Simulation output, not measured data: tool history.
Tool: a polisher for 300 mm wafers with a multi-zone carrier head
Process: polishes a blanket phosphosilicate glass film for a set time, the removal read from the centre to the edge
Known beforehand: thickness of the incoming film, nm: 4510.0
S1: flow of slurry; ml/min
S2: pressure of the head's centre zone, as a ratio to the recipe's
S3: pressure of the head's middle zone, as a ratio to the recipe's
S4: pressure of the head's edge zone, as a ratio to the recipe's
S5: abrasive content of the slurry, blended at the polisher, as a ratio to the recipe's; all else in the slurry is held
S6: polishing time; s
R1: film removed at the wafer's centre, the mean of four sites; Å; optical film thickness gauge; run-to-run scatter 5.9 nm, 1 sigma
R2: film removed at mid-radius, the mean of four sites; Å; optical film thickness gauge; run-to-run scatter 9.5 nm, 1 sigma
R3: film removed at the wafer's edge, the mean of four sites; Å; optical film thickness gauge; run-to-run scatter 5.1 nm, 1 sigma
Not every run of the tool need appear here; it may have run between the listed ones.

Run 1, hour 0.0: S1 290 ml/min, S2 1.00, S3 1.00, S4 1.00, S5 1.00, S6 79 s. Result: R1 4500.6 Å, R2 4554.6 Å, R3 4462.4 Å.
Run 2, hour 4.1: S1 290 ml/min, S2 1.00, S3 0.92, S4 1.00, S5 1.00, S6 79 s. Result: R1 4463.0 Å, R2 4201.8 Å, R3 4541.9 Å.
Run 3, hour 6.0: S1 295 ml/min, S2 1.03, S3 0.97, S4 1.02, S5 1.10, S6 79 s. Result: R1 4742.4 Å, R2 4494.1 Å, R3 4751.6 Å.
Run 4, hour 10.8: S1 300 ml/min, S2 1.06, S3 1.02, S4 1.01, S5 1.20, S6 80 s. Result: R1 5140.7 Å, R2 4897.0 Å, R3 4824.3 Å.
Run 5, hour 13.6: S1 305 ml/min, S2 1.07, S3 1.05, S4 1.03, S5 1.30, S6 81 s. Result: R1 5361.1 Å, R2 5181.7 Å, R3 5052.1 Å.
Run 6, hour 21.9: S1 305 ml/min, S2 1.07, S3 1.05, S4 0.95, S5 1.30, S6 81 s. Result: R1 5406.4 Å, R2 5078.6 Å, R3 4895.3 Å.
Run 7, hour 25.9: S1 305 ml/min, S2 1.08, S3 1.08, S4 0.98, S5 1.35, S6 82 s. Result: R1 5597.6 Å, R2 5482.0 Å, R3 5161.8 Å.
Run 8, hour 29.9: S1 305 ml/min, S2 1.10, S3 1.10, S4 0.99, S5 1.40, S6 83 s. Result: R1 5831.4 Å, R2 5654.6 Å, R3 5261.1 Å.
Run 9, hour 36.6: S1 310 ml/min, S2 1.11, S3 1.11, S4 1.00, S5 1.45, S6 84 s. Result: R1 6181.4 Å, R2 6135.8 Å, R3 5410.1 Å.
Run 10, hour 45.2: S1 310 ml/min, S2 1.11, S3 1.10, S4 1.01, S5 1.45, S6 84 s. Result: R1 5902.6 Å, R2 5936.9 Å, R3 5468.9 Å.

Run 11 comes next. What will it give?
Run 11, hour 51.1: S1 310 ml/min, S2 1.12, S3 1.11, S4 1.01, S5 1.45, S6 85 s. Result: R1 ?, R2 ?, R3 ?.

{"run 11": {"R1": 6157.9, "R2": 6128.9, "R3": 5504.0}}
